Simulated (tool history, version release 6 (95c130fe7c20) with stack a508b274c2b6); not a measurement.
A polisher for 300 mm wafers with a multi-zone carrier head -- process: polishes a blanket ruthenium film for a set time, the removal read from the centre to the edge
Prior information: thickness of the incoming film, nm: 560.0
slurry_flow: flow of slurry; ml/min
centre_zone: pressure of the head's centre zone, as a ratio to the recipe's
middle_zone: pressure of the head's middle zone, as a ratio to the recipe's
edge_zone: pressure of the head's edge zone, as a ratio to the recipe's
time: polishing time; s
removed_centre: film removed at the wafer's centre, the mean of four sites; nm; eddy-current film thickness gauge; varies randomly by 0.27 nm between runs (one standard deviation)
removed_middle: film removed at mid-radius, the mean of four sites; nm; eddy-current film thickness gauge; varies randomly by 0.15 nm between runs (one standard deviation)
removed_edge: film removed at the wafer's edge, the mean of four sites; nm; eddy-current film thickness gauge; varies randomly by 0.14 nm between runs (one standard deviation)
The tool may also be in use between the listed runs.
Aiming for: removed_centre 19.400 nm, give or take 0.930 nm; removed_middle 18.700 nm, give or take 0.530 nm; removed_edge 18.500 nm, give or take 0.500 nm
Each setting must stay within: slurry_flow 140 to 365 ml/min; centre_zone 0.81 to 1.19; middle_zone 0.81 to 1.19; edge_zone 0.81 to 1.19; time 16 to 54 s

run	hour	slurry_flow	centre_zone	middle_zone	edge_zone	time	removed_centre	removed_middle	removed_edge
1	0.0	235	1.00	1.00	1.00	35	24.075	24.200	23.179
2	6.7	230	0.99	0.98	0.98	34	23.159	23.403	22.385
3	11.0	230	0.99	0.90	0.98	34	23.144	21.323	22.579
4	15.3	225	0.98	0.90	0.96	33	21.820	20.630	21.373
5	16.7	225	0.98	0.84	0.96	33	22.250	19.624	21.656
6	20.0	225	0.98	0.84	0.90	33	21.776	19.945	20.951
7	25.0	220	0.98	0.84	0.89	33	22.110	19.561	21.000
8	31.5	220	0.98	0.84	0.89	33	22.147	19.578	20.604

Which single option among these 4 for the next run brings every result within its allowed miss of target? Just one does.
A	38.0	175	0.99	0.92	0.88	30	?	?	?
B	38.0	220	1.17	0.85	0.81	31	?	?	?
C	38.0	210	1.11	0.81	0.84	32	?	?	?
D	38.0	140	1.15	0.87	0.81	32	?	?	?

move	removed_centre	removed_middle	removed_edge
A	20.085	18.827	18.459
B	25.179	18.628	18.717
C	24.520	18.408	19.577
D	24.239	18.700	18.655
A: every result lands within tolerance
B: corrects the largest miss of the last run, while another result sits out of spec
C: the biggest miss grows against the last run
D: corrects the largest miss of the last run, while another result sits out of spec
A is the move that brings every result within its allowed miss.

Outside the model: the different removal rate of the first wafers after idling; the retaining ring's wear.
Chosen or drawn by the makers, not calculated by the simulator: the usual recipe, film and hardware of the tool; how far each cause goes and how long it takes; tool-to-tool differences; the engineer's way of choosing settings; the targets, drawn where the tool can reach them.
